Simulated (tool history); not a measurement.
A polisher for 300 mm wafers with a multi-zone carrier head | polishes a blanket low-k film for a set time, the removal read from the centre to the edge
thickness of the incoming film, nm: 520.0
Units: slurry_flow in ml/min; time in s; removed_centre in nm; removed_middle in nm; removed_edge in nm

run    day  slurry_flow  centre_zone  middle_zone  edge_zone  slurry_solids  time  removed_centre  removed_middle  removed_edge
  1  0.000          275         1.00         1.00       1.00           1.00    59          18.534          19.500        20.415
  2  0.279          275         1.00         1.00       1.08           1.00    59          18.476          19.640        20.989
  3  0.371          285         1.00         1.03       1.07           1.05    59          18.845          20.773        21.041
  4  0.583          285         0.97         1.03       1.07           1.05    59          18.519          20.639        21.643
  5  0.629          285         0.97         1.03       1.03           1.05    59          18.316          20.632        20.884
  6  0.650          285         0.97         1.03       1.03           1.05    73          22.815          26.262        25.896
  7  0.825          280         0.97         1.04       1.01           1.05    73          22.754          25.747        25.376
     1.050  -- centre zone pressure recalibrated
  8  1.050          280         0.96         1.06       1.00           1.05    73          24.243          26.441        25.081

Run 9 comes next. What will it give?
  9  1.208          280         0.96         1.06       1.00           1.05    73               ?               ?             ?

removed_centre: 24.140 nm
removed_middle: 26.517 nm
removed_edge: 25.080 nm
